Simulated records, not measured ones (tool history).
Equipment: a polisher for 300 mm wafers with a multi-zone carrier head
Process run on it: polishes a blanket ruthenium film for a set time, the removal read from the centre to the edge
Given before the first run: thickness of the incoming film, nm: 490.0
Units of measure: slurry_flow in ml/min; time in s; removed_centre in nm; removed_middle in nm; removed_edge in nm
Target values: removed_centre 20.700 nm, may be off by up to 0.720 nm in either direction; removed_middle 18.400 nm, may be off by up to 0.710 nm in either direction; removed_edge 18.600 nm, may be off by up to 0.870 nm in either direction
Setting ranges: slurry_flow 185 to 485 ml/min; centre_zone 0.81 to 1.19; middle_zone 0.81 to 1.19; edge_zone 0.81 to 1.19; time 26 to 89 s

Run 1, hour 0.0: slurry_flow 310 ml/min, centre_zone 1.00, middle_zone 1.00, edge_zone 1.00, time 57 s. Result: removed_centre 36.626 nm, removed_middle 36.278 nm, removed_edge 34.577 nm.
Run 2, hour 1.6: slurry_flow 300 ml/min, centre_zone 1.00, middle_zone 0.97, edge_zone 0.97, time 50 s. Result: removed_centre 31.912 nm, removed_middle 30.467 nm, removed_edge 30.752 nm.
Run 3, hour 5.2: slurry_flow 275 ml/min, centre_zone 1.01, middle_zone 0.97, edge_zone 0.93, time 44 s. Result: removed_centre 27.791 nm, removed_middle 26.632 nm, removed_edge 25.691 nm.
Run 4, hour 13.5: slurry_flow 275 ml/min, centre_zone 0.94, middle_zone 0.97, edge_zone 0.93, time 44 s. Result: removed_centre 25.912 nm, removed_middle 26.387 nm, removed_edge 26.403 nm.
Run 5, hour 22.0: slurry_flow 275 ml/min, centre_zone 0.94, middle_zone 0.89, edge_zone 0.93, time 44 s. Result: removed_centre 25.568 nm, removed_middle 24.738 nm, removed_edge 25.932 nm.
Run 6, hour 27.8: slurry_flow 275 ml/min, centre_zone 0.94, middle_zone 0.89, edge_zone 0.93, time 51 s. Result: removed_centre 30.032 nm, removed_middle 28.473 nm, removed_edge 30.063 nm.
Run 7, hour 29.7: slurry_flow 270 ml/min, centre_zone 0.96, middle_zone 0.89, edge_zone 0.91, time 46 s. Result: removed_centre 27.606 nm, removed_middle 25.802 nm, removed_edge 27.296 nm.
Run 8, hour 38.4: slurry_flow 265 ml/min, centre_zone 0.98, middle_zone 0.90, edge_zone 0.90, time 42 s. Result: removed_centre 25.505 nm, removed_middle 23.912 nm, removed_edge 24.900 nm.
Run 9, hour 45.7: slurry_flow 260 ml/min, centre_zone 1.00, middle_zone 0.90, edge_zone 0.88, time 39 s. Result: removed_centre 24.423 nm, removed_middle 21.843 nm, removed_edge 22.764 nm.

Pick the move, out of 5, that brings all results within their allowed miss; only one does.
Run A, hour 53.0: slurry_flow 250 ml/min, centre_zone 0.97, middle_zone 0.93, edge_zone 0.88, time 35 s. Result: removed_centre ?, removed_middle ?, removed_edge ?.
Run B, hour 53.0: slurry_flow 190 ml/min, centre_zone 0.99, middle_zone 0.83, edge_zone 0.86, time 34 s. Result: removed_centre ?, removed_middle ?, removed_edge ?.
Run C, hour 53.0: slurry_flow 200 ml/min, centre_zone 1.02, middle_zone 0.90, edge_zone 0.84, time 34 s. Result: removed_centre ?, removed_middle ?, removed_edge ?.
Run D, hour 53.0: slurry_flow 215 ml/min, centre_zone 0.81, middle_zone 1.14, edge_zone 0.89, time 36 s. Result: removed_centre ?, removed_middle ?, removed_edge ?.
Run E, hour 53.0: slurry_flow 230 ml/min, centre_zone 0.94, middle_zone 0.84, edge_zone 0.95, time 33 s. Result: removed_centre ?, removed_middle ?, removed_edge ?.

move  removed_centre  removed_middle  removed_edge
   A          21.190          20.217        19.587
   B          19.990          17.103        18.244
   C          20.830          18.454        18.163
   D          17.752          24.185        19.857
   E          19.091          17.317        18.985
A: gets the furthest-off result to its target, but another result is out of tolerance
B: gets the furthest-off result to its target, but another result is out of tolerance
C: meets every target
D: pushes the last run's worst result past its target
E: pushes the last run's worst result past its target
Move C is the one to make.

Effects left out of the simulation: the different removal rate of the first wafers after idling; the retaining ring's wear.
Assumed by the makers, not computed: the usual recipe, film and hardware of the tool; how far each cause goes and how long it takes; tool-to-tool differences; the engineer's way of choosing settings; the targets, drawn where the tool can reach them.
